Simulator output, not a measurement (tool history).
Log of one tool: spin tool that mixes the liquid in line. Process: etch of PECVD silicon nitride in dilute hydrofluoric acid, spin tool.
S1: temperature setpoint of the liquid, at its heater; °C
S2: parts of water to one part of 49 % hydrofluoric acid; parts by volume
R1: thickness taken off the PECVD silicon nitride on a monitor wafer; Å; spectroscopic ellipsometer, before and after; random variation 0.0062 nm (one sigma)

Run 1, hour 0.0: S1 24.0 °C, S2 265 parts by volume, time under the liquid (s) 55. Result: R1 6.7323 Å.
Run 2, hour 4.2: S1 22.5 °C, S2 265 parts by volume, time under the liquid (s) 55. Result: R1 6.2094 Å.
Run 3, hour 5.2: S1 22.5 °C, S2 265 parts by volume, time under the liquid (s) 35. Result: R1 3.9569 Å.
Run 4, hour 8.2: S1 23.0 °C, S2 265 parts by volume, time under the liquid (s) 35. Result: R1 4.1480 Å.
Run 5, hour 12.7: S1 23.0 °C, S2 265 parts by volume, time under the liquid (s) 35. Result: R1 4.1148 Å.
Run 6, hour 15.4: S1 21.0 °C, S2 265 parts by volume, time under the liquid (s) 35. Result: R1 3.5739 Å.
Run 7, hour 21.9: S1 21.0 °C, S2 265 parts by volume, time under the liquid (s) 35. Result: R1 3.5424 Å.
Run 8, hour 27.6: S1 21.5 °C, S2 265 parts by volume, time under the liquid (s) 35. Result: R1 3.7308 Å.
Run 9, hour 35.9: S1 22.0 °C, S2 265 parts by volume, time under the liquid (s) 35. Result: R1 3.8244 Å.
Run 10, hour 41.2: S1 22.5 °C, S2 265 parts by volume, time under the liquid (s) 35. Result: R1 4.0213 Å.
Run 11, hour 47.0: S1 23.0 °C, S2 265 parts by volume, time under the liquid (s) 35. Result: R1 4.0646 Å.
Run 12, hour 50.1: S1 23.5 °C, S2 265 parts by volume, time under the liquid (s) 35. Result: R1 4.2366 Å.
Run 13, hour 57.8: S1 24.0 °C, S2 265 parts by volume, time under the liquid (s) 35. Result: R1 4.3052 Å.
Run 14, hour 62.3: S1 24.5 °C, S2 265 parts by volume, time under the liquid (s) 35. Result: R1 4.5897 Å.

Forecast run 15:
Run 15, hour 69.2: S1 25.0 °C, S2 265 parts by volume, time under the liquid (s) 35. Result: R1 ?.

R1: 4.5926 Å
